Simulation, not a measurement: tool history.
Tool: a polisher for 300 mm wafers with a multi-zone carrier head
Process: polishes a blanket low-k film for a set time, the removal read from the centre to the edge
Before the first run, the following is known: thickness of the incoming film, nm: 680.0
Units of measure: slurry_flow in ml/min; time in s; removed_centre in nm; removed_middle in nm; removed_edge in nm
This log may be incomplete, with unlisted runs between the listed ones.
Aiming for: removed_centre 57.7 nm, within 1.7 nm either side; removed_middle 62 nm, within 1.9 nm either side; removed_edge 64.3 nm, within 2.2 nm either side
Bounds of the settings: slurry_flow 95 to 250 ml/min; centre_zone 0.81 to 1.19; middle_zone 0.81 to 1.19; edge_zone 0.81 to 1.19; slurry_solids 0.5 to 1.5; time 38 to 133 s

Run 1, hour 0: slurry_flow 160 ml/min, centre_zone 1, middle_zone 1, edge_zone 1, slurry_solids 1, time 85 s. Result: removed_centre 45.804 nm, removed_middle 44.915 nm, removed_edge 45.107 nm.
Run 2, hour 1.2: slurry_flow 160 ml/min, centre_zone 1, middle_zone 1, edge_zone 1, slurry_solids 1, time 71 s. Result: removed_centre 38.118 nm, removed_middle 37.253 nm, removed_edge 37.645 nm.
Run 3, hour 4.4: slurry_flow 160 ml/min, centre_zone 1, middle_zone 1, edge_zone 1.05, slurry_solids 1, time 71 s. Result: removed_centre 38.371 nm, removed_middle 37.266 nm, removed_edge 37.906 nm.
Run 4, hour 10: slurry_flow 160 ml/min, centre_zone 0.99, middle_zone 1, edge_zone 1.06, slurry_solids 1.05, time 73 s. Result: removed_centre 39.462 nm, removed_middle 39.469 nm, removed_edge 40.341 nm.
Run 5, hour 13.8: slurry_flow 160 ml/min, centre_zone 0.99, middle_zone 1, edge_zone 1.07, slurry_solids 1.1, time 75 s. Result: removed_centre 41.498 nm, removed_middle 40.626 nm, removed_edge 42.116 nm.
Run 6, hour 17.6: slurry_flow 160 ml/min, centre_zone 0.95, middle_zone 1, edge_zone 1.07, slurry_solids 1.1, time 75 s. Result: removed_centre 40.111 nm, removed_middle 41.047 nm, removed_edge 42.298 nm.
Run 7, hour 24.4: slurry_flow 160 ml/min, centre_zone 0.95, middle_zone 1, edge_zone 1.08, slurry_solids 1.15, time 77 s. Result: removed_centre 41.503 nm, removed_middle 42.312 nm, removed_edge 43.538 nm.
Run 8, hour 30.1: slurry_flow 160 ml/min, centre_zone 0.94, middle_zone 1, edge_zone 1.09, slurry_solids 1.2, time 79 s. Result: removed_centre 42.146 nm, removed_middle 44.166 nm, removed_edge 45.904 nm.

Of the 4 settings listed for the next run, only one would bring every result within its allowed miss of target. Which one?
Run A, hour 35.8: slurry_flow 160 ml/min, centre_zone 1.02, middle_zone 0.99, edge_zone 1.1, slurry_solids 1.2, time 93 s. Result: removed_centre ?, removed_middle ?, removed_edge ?.
Run B, hour 35.8: slurry_flow 135 ml/min, centre_zone 0.93, middle_zone 1.02, edge_zone 1.13, slurry_solids 1.2, time 111 s. Result: removed_centre ?, removed_middle ?, removed_edge ?.
Run C, hour 35.8: slurry_flow 160 ml/min, centre_zone 0.82, middle_zone 1.12, edge_zone 1.04, slurry_solids 1.05, time 60 s. Result: removed_centre ?, removed_middle ?, removed_edge ?.
Run D, hour 35.8: slurry_flow 150 ml/min, centre_zone 1.04, middle_zone 0.89, edge_zone 1.07, slurry_solids 1.1, time 57 s. Result: removed_centre ?, removed_middle ?, removed_edge ?.

move  removed_centre  removed_middle  removed_edge
   A          54.836          51.325        53.795
   B          57.789           61.11        63.544
   C          26.947          34.917         32.18
   D          32.717          27.524        31.342
A: nearer than the last run, and not there yet
B: all results land within tolerance of their targets
C: misses by more than the last run did
D: misses by more than the last run did
Correct choice: B, which meets every target
